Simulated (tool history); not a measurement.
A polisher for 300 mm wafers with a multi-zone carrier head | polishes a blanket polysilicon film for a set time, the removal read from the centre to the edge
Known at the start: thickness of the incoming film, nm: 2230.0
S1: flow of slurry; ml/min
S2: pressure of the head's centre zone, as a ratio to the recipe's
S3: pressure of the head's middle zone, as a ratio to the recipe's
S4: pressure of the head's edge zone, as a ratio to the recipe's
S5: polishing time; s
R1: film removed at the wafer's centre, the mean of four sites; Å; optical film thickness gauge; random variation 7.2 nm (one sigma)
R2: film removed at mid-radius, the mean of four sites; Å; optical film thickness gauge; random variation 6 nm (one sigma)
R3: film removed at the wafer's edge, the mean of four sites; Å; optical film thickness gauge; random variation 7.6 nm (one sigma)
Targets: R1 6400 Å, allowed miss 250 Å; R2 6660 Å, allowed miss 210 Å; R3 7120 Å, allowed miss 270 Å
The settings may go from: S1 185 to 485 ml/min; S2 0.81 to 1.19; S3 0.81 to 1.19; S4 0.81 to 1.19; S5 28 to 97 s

run  hour   S1    S2    S3    S4  S5      R1      R2      R3
  1     0  310     1     1     1  62  9410.7  9598.2  9475.9
  2   3.1  310     1     1     1  73   11007   11075   11009
  3   4.4  300  0.96  0.96  0.97  65  9317.3  9577.5  9769.9
  4   9.3  295  0.94  0.94  0.95  59  8336.3  8400.5  8660.9
  5  11.5  290  0.91  0.92  0.93  57  7658.6  8011.9  8251.3
  6  12.9  285  0.89  0.89  0.91  55  7338.6  7520.7    7913
  7  18.5  270  0.81  0.84  0.85  49  6076.7  6349.2  6780.4
  8  24.4  280  0.82  0.85  0.86  49  6068.5  6489.9    6831
  9  28.4  285  0.83  0.85  0.87  49  6181.2    6393    6943
 10    32  285  0.83  0.85  0.87  49  6128.9    6445  6969.6

Which of these 5 next moves meets every target?
  A  35.6  235  0.92  0.81  0.91  49   ?   ?   ?
  B  35.6  255  0.81   0.9  0.99  49   ?   ?   ?
  C  35.6  210  0.87  0.87  0.91  50   ?   ?   ?
  D  35.6  345  0.85  0.81  0.92  47   ?   ?   ?
  E  35.6  235  0.81  0.91  0.97  49   ?   ?   ?

move      R1      R2      R3
   A  6442.9  6104.6  7094.2
   B  5765.5  6697.8  7404.3
   C  6189.3  6553.8  7189.6
   D  5906.3    6009  6973.7
   E  5729.8  6721.4  7299.8
A: brings the result that was furthest off to its target, and leaves another outside
B: further off than the last run
C: meets every target
D: further off than the last run
E: further off than the last run
Move C is the one to make.
